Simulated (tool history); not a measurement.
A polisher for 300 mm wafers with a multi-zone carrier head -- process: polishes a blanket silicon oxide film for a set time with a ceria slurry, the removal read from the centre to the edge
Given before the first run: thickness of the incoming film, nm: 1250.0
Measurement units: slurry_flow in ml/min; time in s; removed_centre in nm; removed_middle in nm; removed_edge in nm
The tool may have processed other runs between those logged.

run  hour  slurry_flow  centre_zone  middle_zone  edge_zone  time  removed_centre  removed_middle  removed_edge
  1     0          225            1            1          1    67          218.98          247.54        241.01
  2   4.2          250         1.06         1.06       1.04    71          249.14          279.91        262.92
  3  10.9          270          1.1          1.1       1.06    74          270.58          297.87        279.27
  4  15.3          270          1.1          1.1       1.14    74          276.99          297.89        291.39
  5  22.2          280         1.13         1.13       1.11    76          286.08          318.22        300.45
  6  26.2          250         1.13         1.13       1.11    76          282.45          314.36        289.14
  7  28.7          255         1.15         1.13       1.08    78             296          320.95        295.26
  8  32.3          265         1.16         1.14       1.06    79          300.09          333.21        298.73
  9  35.8          270         1.17         1.14       1.04    80          315.08          335.52           300
     44.2  -- centre zone pressure recalibrated
 10  44.2          285         1.17         1.15       1.04    80          345.53          340.35        300.04

Estimate the outcome of run 11 from the log above:
 11  48.8          280         1.16         1.16       1.05    80               ?               ?             ?

removed_centre: 341.56 nm
removed_middle: 339.44 nm
removed_edge: 302.88 nm
